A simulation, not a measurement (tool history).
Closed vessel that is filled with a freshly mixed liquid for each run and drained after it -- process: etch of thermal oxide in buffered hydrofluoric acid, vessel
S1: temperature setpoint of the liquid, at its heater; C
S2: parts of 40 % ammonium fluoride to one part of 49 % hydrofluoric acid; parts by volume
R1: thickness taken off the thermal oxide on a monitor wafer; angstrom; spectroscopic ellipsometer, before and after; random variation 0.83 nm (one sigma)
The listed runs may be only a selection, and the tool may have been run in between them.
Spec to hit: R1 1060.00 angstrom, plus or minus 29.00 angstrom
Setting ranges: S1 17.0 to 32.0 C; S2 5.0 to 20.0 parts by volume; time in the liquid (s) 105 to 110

Run 1, hour 0.0: S1 24.0 C, S2 12.0 parts by volume, time in the liquid (s) 105. Result: R1 939.27 angstrom.
Run 2, hour 7.1: S1 24.0 C, S2 12.0 parts by volume, time in the liquid (s) 105. Result: R1 944.18 angstrom.
Run 3, hour 12.7: S1 21.0 C, S2 12.0 parts by volume, time in the liquid (s) 105. Result: R1 799.01 angstrom.
Run 4, hour 20.0: S1 22.0 C, S2 12.0 parts by volume, time in the liquid (s) 105. Result: R1 836.69 angstrom.
Run 5, hour 24.5: S1 22.0 C, S2 13.5 parts by volume, time in the liquid (s) 105. Result: R1 757.20 angstrom.
Run 6, hour 27.8: S1 25.5 C, S2 13.5 parts by volume, time in the liquid (s) 105. Result: R1 902.91 angstrom.
Run 7, hour 33.8: S1 26.0 C, S2 13.5 parts by volume, time in the liquid (s) 105. Result: R1 927.68 angstrom.
Run 8, hour 39.0: S1 26.5 C, S2 13.5 parts by volume, time in the liquid (s) 105. Result: R1 954.75 angstrom.
Run 9, hour 42.5: S1 27.0 C, S2 13.5 parts by volume, time in the liquid (s) 105. Result: R1 979.59 angstrom.
Run 10, hour 44.1: S1 27.5 C, S2 13.5 parts by volume, time in the liquid (s) 105. Result: R1 1004.60 angstrom.

4 candidate next runs follow, results not yet known. Just one meets every target within its allowed miss. Identify it.
Run A, hour 45.7: S1 28.0 C, S2 14.5 parts by volume, time in the liquid (s) 105. Result: R1 ?.
Run B, hour 45.7: S1 28.5 C, S2 15.5 parts by volume, time in the liquid (s) 105. Result: R1 ?.
Run C, hour 45.7: S1 23.5 C, S2 12.0 parts by volume, time in the liquid (s) 105. Result: R1 ?.
Run D, hour 45.7: S1 27.0 C, S2 13.0 parts by volume, time in the liquid (s) 110. Result: R1 ?.

move       R1
   A   959.66
   B   923.11
   C   905.96
   D  1060.70
A: moves away from the targets compared with the last run
B: moves away from the targets compared with the last run
C: moves away from the targets compared with the last run
D: all results land within tolerance of their targets
So the answer is move D, the one that meets all the targets.
